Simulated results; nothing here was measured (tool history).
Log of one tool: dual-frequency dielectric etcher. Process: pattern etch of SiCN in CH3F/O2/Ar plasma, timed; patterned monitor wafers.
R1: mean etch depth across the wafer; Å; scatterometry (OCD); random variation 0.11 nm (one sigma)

Run 1, hour 0: source power (W) 430, bias power (W) 105, etch time (s) 67.5. Result: R1 301.81 Å.
Run 2, hour 3.8: source power (W) 390, bias power (W) 101, etch time (s) 67.5. Result: R1 276.03 Å.
Run 3, hour 9.8: source power (W) 370, bias power (W) 101, etch time (s) 67.5. Result: R1 267.32 Å.
Run 4, hour 13.4: source power (W) 300, bias power (W) 101, etch time (s) 67.5. Result: R1 232.25 Å.
Run 5, hour 17.7: source power (W) 300, bias power (W) 101, etch time (s) 61.5. Result: R1 212.75 Å.
Run 6, hour 19.4: source power (W) 250, bias power (W) 101, etch time (s) 61.5. Result: R1 178.16 Å.

Run 7 comes next. What will it give?
Run 7, hour 28: source power (W) 280, bias power (W) 101, etch time (s) 61.5. Result: R1 ?.

{"run 7": {"R1": 199.77}}
